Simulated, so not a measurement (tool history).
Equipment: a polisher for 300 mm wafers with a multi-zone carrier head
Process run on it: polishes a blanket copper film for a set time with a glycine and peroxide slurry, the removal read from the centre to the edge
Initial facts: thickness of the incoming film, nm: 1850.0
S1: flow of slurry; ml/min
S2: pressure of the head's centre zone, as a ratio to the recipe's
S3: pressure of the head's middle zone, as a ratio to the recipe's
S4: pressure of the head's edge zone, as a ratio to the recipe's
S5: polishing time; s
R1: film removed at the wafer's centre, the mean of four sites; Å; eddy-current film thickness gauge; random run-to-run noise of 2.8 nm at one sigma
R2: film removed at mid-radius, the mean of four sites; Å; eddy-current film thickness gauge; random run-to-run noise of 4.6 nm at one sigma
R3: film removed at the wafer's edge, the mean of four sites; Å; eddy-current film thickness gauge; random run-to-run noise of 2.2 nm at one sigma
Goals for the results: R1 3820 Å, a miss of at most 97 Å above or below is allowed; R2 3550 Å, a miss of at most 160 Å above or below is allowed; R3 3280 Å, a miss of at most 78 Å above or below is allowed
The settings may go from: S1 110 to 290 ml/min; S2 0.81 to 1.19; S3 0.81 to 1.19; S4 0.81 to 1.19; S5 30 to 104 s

run  hour   S1    S2    S3    S4  S5      R1      R2      R3
  1     0  185     1     1     1  67  2267.3  2274.9  2367.9
  2   8.7  195  1.02  1.02  1.01  69  2413.4    2447  2458.8
  3  16.5  205  1.04  1.03  1.02  71  2533.1  2542.7  2552.2
  4  21.4  205  1.04  1.03  1.02  86  3061.1  3068.9  3101.9
  5  23.8  210  1.06  1.04  1.02  86    3113  3102.5  3087.1
  6  32.6  210  1.06  1.04  1.02  70  2571.8  2556.9  2521.8
  7  34.2  220  1.08  1.05  1.02  72  2721.8  2658.9  2610.9
  8  36.5  225  1.09  1.06  1.02  74  2837.7  2803.7  2710.7
  9  45.3  230   1.1  1.06  1.02  75  2903.6  2858.3  2730.1

Which of these 5 next moves meets every target?
  A  54.1  270  1.19  1.08  1.01  89   ?   ?   ?
  B  54.1  185  1.12   1.1  0.91  67   ?   ?   ?
  C  54.1  225  1.08  1.06  1.06  58   ?   ?   ?
  D  54.1  170  0.89  0.86  1.19  86   ?   ?   ?
  E  54.1  265  1.19  1.18   0.9  61   ?   ?   ?

move      R1      R2      R3
   A  3808.8  3447.3  3289.5
   B  2509.5  2474.1    2254
   C  2180.3  2150.5  2149.1
   D  2500.9  2540.1    3258
   E  2604.4  2543.2  2132.2
A: every result lands within tolerance
B: its largest miss is bigger than the last run's
C: its largest miss is bigger than the last run's
D: its largest miss is bigger than the last run's
E: its largest miss is bigger than the last run's
A is the move that brings every result within its allowed miss.
